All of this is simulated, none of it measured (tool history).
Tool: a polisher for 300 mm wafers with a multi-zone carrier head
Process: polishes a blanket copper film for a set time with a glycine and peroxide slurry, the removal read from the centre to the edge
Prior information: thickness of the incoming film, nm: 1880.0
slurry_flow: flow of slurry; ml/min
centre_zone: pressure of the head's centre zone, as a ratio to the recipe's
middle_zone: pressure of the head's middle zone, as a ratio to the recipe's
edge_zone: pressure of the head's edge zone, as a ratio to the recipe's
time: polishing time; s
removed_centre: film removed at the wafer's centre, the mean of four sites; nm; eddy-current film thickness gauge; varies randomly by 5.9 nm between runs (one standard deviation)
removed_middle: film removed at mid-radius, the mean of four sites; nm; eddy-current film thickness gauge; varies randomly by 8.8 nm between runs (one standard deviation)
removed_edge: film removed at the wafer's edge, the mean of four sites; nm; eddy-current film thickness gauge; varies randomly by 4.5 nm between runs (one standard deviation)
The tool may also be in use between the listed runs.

run,hour,slurry_flow,centre_zone,middle_zone,edge_zone,time,removed_centre,removed_middle,removed_edge
1,0.0,140,1.00,1.00,1.00,71,409.72,402.26,401.45
2,8.4,150,1.03,1.03,1.01,74,447.57,443.81,423.52
3,10.5,185,1.03,1.03,1.01,74,458.64,446.31,437.47
4,16.4,175,1.03,1.03,1.01,74,456.62,455.94,437.85
5,23.0,175,1.03,0.96,1.01,74,459.96,410.33,437.91
6,26.6,160,1.03,0.96,1.01,74,455.58,421.48,439.69
7,35.6,160,1.06,0.99,1.02,77,485.74,447.74,448.11
8,41.6,165,1.08,1.01,1.03,80,513.38,469.10,480.98
9,48.7,170,1.10,1.04,1.02,82,545.15,505.03,481.13
10,49.5,175,1.12,1.06,1.03,83,564.31,516.67,500.78

Run 11 is up next; what results do you expect?
11,52.8,180,1.13,1.08,1.03,84,?,?,?

{"run 11": {"removed_centre": 576.47, "removed_middle": 537.1, "removed_edge": 501.56}}

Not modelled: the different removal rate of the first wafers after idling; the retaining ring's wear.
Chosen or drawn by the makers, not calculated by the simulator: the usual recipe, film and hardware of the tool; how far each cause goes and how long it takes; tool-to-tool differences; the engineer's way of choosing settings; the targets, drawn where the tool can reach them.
